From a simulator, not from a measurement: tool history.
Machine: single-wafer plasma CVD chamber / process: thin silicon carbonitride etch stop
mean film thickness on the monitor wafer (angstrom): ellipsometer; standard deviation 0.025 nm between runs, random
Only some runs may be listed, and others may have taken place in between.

run	hour	RF power (W)	deposition time (s)	mean film thickness on the monitor wafer (angstrom)
1	0.0	195	13.3	78.002
2	1.0	170	13.3	76.359
3	5.1	170	12.7	72.400
4	10.2	145	12.7	70.554
5	12.1	145	14.6	81.224
6	19.8	135	14.6	79.704

What will run 7 give?
7	20.6	135	13.9	?

mean film thickness on the monitor wafer (angstrom): 76.248

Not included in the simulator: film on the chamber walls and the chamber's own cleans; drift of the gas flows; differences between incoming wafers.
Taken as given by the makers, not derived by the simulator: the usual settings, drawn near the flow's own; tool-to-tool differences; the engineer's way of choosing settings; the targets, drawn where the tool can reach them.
